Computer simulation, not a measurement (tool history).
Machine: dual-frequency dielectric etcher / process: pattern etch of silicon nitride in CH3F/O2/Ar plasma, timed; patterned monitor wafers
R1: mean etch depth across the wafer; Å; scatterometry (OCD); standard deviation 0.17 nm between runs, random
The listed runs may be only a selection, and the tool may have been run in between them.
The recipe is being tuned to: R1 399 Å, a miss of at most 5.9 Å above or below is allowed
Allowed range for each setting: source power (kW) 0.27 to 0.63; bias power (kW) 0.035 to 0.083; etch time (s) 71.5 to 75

run 1 hour=0 | source_power_(kW)=0.45 bias_power_(kW)=0.059 etch_time_(s)=71.5 | R1=479.5
run 2 hour=7.8 | source_power_(kW)=0.45 bias_power_(kW)=0.069 etch_time_(s)=71.5 | R1=506.53
run 3 hour=16.1 | source_power_(kW)=0.42 bias_power_(kW)=0.067 etch_time_(s)=71.5 | R1=478.33
run 4 hour=18.1 | source_power_(kW)=0.42 bias_power_(kW)=0.072 etch_time_(s)=71.5 | R1=491.96
run 5 hour=21 | source_power_(kW)=0.38 bias_power_(kW)=0.072 etch_time_(s)=71.5 | R1=461.74
run 6 hour=25.3 | source_power_(kW)=0.37 bias_power_(kW)=0.072 etch_time_(s)=71.5 | R1=458.77
run 7 hour=33.4 | source_power_(kW)=0.36 bias_power_(kW)=0.072 etch_time_(s)=71.5 | R1=446.45
run 8 hour=40.9 | source_power_(kW)=0.27 bias_power_(kW)=0.068 etch_time_(s)=71.5 | R1=362.23
run 9 hour=49.9 | source_power_(kW)=0.28 bias_power_(kW)=0.068 etch_time_(s)=71.5 | R1=374.62
run 10 hour=50.5 | source_power_(kW)=0.29 bias_power_(kW)=0.068 etch_time_(s)=71.5 | R1=380.54
run 11 hour=53.4 | source_power_(kW)=0.29 bias_power_(kW)=0.068 etch_time_(s)=71.5 | R1=379.68

Which one of the following 4 next-run settings gets every result inside its allowed miss? There is exactly one.
run A hour=56.3 | source_power_(kW)=0.27 bias_power_(kW)=0.069 etch_time_(s)=72.5 | R1=?
run B hour=56.3 | source_power_(kW)=0.3 bias_power_(kW)=0.07 etch_time_(s)=72.5 | R1=?
run C hour=56.3 | source_power_(kW)=0.28 bias_power_(kW)=0.072 etch_time_(s)=72 | R1=?
run D hour=56.3 | source_power_(kW)=0.27 bias_power_(kW)=0.059 etch_time_(s)=72.5 | R1=?

move=A R1=368.89
move=B R1=400.79
move=C R1=382.64
move=D R1=348.23
A: misses by more than the last run did
B: every result lands within tolerance
C: nearer than the last run, and not there yet
D: misses by more than the last run did
B meets every target.
